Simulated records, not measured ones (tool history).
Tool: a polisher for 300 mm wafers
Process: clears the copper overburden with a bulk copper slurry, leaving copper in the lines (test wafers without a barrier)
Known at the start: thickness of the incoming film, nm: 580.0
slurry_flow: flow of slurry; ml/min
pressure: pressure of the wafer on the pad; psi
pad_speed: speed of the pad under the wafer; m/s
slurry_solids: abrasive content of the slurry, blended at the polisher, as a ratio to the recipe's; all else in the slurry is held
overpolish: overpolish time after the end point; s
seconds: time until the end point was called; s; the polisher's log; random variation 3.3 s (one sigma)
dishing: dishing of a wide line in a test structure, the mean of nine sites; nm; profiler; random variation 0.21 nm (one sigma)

| run | hour | slurry_flow | pressure | pad_speed | slurry_solids | overpolish | seconds | dishing |
|---|---|---|---|---|---|---|---|---|
| 1 | 0 | 200 | 2.1 | 1 | 1 | 23 | 82.973 | 21.248 |
| 2 | 0.7 | 200 | 1.8 | 0.9 | 1 | 25 | 105.92 | 20.961 |
| 3 | 6.7 | 200 | 1.8 | 1.06 | 1 | 25 | 89.235 | 21.371 |
| 4 | 9.6 | 195 | 1.6 | 0.96 | 0.95 | 27 | 109.6 | 20.532 |
| 5 | 11.4 | 205 | 1.4 | 0.86 | 1.1 | 25 | 135.34 | 20.857 |
| 6 | 12.6 | 205 | 1.3 | 0.82 | 1.15 | 25 | 149.81 | 20.227 |
| 7 | 13.3 | 235 | 1.2 | 0.78 | 1.1 | 22 | 164.95 | 19.664 |
| 8 | 19.5 | 215 | 1.2 | 0.76 | 1.15 | 24 | 172.04 | 19.779 |
| 9 | 28.3 | 190 | 1.2 | 0.76 | 1.2 | 27 | 168.58 | 20.021 |
| 10 | 30.1 | 135 | 1.1 | 0.64 | 1.3 | 38 | 227.28 | 20.099 |

Forecast run 11:
| 11 | 37.8 | 135 | 1.2 | 0.64 | 1.3 | 39 | ? | ? |

seconds: 212.67 s
dishing: 20.357 nm
